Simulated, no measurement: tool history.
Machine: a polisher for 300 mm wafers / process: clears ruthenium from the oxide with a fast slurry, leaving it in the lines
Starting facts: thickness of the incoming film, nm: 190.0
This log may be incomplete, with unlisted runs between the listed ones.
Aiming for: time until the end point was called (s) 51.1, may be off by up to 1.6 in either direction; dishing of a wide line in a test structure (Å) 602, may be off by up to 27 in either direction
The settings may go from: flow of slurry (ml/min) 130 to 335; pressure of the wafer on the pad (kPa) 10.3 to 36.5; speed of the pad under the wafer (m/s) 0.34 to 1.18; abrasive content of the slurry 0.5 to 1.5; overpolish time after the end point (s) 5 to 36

| run | hour | flow of slurry (ml/min) | pressure of the wafer on the pad (kPa) | speed of the pad under the wafer (m/s) | abrasive content of the slurry | overpolish time after the end point (s) | time until the end point was called (s) | dishing of a wide line in a test structure (Å) |
|---|---|---|---|---|---|---|---|---|
| 1 | 0 | 215 | 23.4 | 0.76 | 1 | 18 | 58.805 | 421.22 |
| 2 | 0.8 | 215 | 23.4 | 0.76 | 1 | 23 | 58.511 | 489.99 |
| 3 | 4 | 215 | 17.9 | 0.76 | 1 | 23 | 70.432 | 436.25 |
| 4 | 13 | 215 | 21.4 | 0.76 | 1 | 23 | 62.479 | 470.35 |
| 5 | 21 | 215 | 21.4 | 0.76 | 1 | 27 | 62.041 | 521.92 |
| 6 | 29.4 | 240 | 21.4 | 0.76 | 1 | 27 | 61.38 | 516.84 |
| 7 | 36.8 | 245 | 26.2 | 0.76 | 1 | 28 | 53.739 | 584.25 |
| 8 | 43.7 | 245 | 26.9 | 0.76 | 1 | 28 | 53.674 | 571.85 |

Exercise: of the 5 proposed moves below, exactly one satisfies all targets within the stated allowed misses. Which move is it?
| A | 50.6 | 140 | 36.5 | 0.76 | 0.8 | 23 | ? | ? |
| B | 50.6 | 205 | 31.7 | 0.74 | 1.15 | 35 | ? | ? |
| C | 50.6 | 180 | 26.2 | 0.92 | 0.8 | 30 | ? | ? |
| D | 50.6 | 235 | 32.4 | 0.72 | 1.05 | 24 | ? | ? |
| E | 50.6 | 250 | 26.2 | 0.72 | 0.95 | 36 | ? | ? |

| move | time until the end point was called (s) | dishing of a wide line in a test structure (Å) |
|---|---|---|
| A | 50.368 | 539.16 |
| B | 46.719 | 677.24 |
| C | 51.412 | 610.88 |
| D | 48.243 | 564.64 |
| E | 58.108 | 627.6 |
A: brings the last run's worst result on target, with another outside its allowed miss
B: pushes the last run's worst result past its target
C: every result lands within tolerance
D: pushes the last run's worst result past its target
E: moves away from the targets compared with the last run
So the answer is move C, the one that meets all the targets.

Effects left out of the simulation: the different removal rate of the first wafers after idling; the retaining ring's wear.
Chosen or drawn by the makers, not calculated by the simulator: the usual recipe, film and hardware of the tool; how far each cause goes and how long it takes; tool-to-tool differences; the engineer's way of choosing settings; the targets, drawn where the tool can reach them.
